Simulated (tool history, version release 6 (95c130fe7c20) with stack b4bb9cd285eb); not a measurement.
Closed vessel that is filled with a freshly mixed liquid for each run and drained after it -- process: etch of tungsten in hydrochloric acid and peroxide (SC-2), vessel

run,day,temperature setpoint of the liquid (°C),parts of water to one part each of 37 % hydrochloric acid and 30 % peroxide (parts by volume),time in the liquid (s),thickness taken off the tungsten on a monitor wafer (nm)
1,0,55,5.5,30,26.552
2,0.129,57.5,5.5,30,31.252
3,0.342,55,5.5,30,26.443
4,0.55,57.5,5.5,30,31.187
5,0.767,59,5.5,30,34.697
6,0.962,60,5.5,30,36.486
7,1.104,61,5.5,30,38.875
8,1.225,61.5,5.5,30,39.759

For run 9, what comes out?
9,1.308,61.5,5.5,30,?

Run 9 yielded thickness taken off the tungsten on a monitor wafer (nm) 39.96.

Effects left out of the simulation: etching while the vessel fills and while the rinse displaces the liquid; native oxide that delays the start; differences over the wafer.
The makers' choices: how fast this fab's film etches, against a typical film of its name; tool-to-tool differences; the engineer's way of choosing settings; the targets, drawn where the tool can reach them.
